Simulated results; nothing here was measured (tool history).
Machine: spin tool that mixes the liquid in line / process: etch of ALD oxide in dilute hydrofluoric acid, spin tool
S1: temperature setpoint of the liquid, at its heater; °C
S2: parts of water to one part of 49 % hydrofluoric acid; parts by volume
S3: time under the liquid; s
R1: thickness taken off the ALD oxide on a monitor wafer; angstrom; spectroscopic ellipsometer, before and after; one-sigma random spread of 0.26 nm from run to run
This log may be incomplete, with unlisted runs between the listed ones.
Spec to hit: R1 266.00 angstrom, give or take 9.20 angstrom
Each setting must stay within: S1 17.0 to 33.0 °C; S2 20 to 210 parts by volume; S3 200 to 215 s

Run 1, day 0.000: S1 25.0 °C, S2 115 parts by volume, S3 200 s. Result: R1 304.89 angstrom.
Run 2, day 0.192: S1 25.0 °C, S2 115 parts by volume, S3 215 s. Result: R1 329.12 angstrom.
Run 3, day 0.325: S1 25.0 °C, S2 115 parts by volume, S3 200 s. Result: R1 302.50 angstrom.
Run 4, day 0.429: S1 25.0 °C, S2 115 parts by volume, S3 200 s. Result: R1 306.32 angstrom.
Run 5, day 0.471: S1 25.0 °C, S2 115 parts by volume, S3 200 s. Result: R1 309.93 angstrom.
Run 6, day 0.579: S1 24.5 °C, S2 115 parts by volume, S3 200 s. Result: R1 302.55 angstrom.
Run 7, day 0.625: S1 23.5 °C, S2 115 parts by volume, S3 200 s. Result: R1 285.98 angstrom.
Run 8, day 0.788: S1 23.0 °C, S2 115 parts by volume, S3 200 s. Result: R1 287.41 angstrom.
Run 9, day 0.912: S1 22.5 °C, S2 115 parts by volume, S3 200 s. Result: R1 275.89 angstrom.

Exercise: of the 4 proposed moves below, exactly one satisfies all targets within the stated allowed misses. Which move is it?
Run A, day 1.038: S1 22.5 °C, S2 115 parts by volume, S3 210 s. Result: R1 ?.
Run B, day 1.038: S1 20.5 °C, S2 105 parts by volume, S3 200 s. Result: R1 ?.
Run C, day 1.038: S1 20.5 °C, S2 120 parts by volume, S3 215 s. Result: R1 ?.
Run D, day 1.038: S1 22.5 °C, S2 105 parts by volume, S3 200 s. Result: R1 ?.

move      R1
   A  289.07
   B  281.39
   C  260.31
   D  305.06
A: the biggest miss grows against the last run
B: the biggest miss grows against the last run
C: all results in spec
D: the biggest miss grows against the last run
The move that meets every target is C.
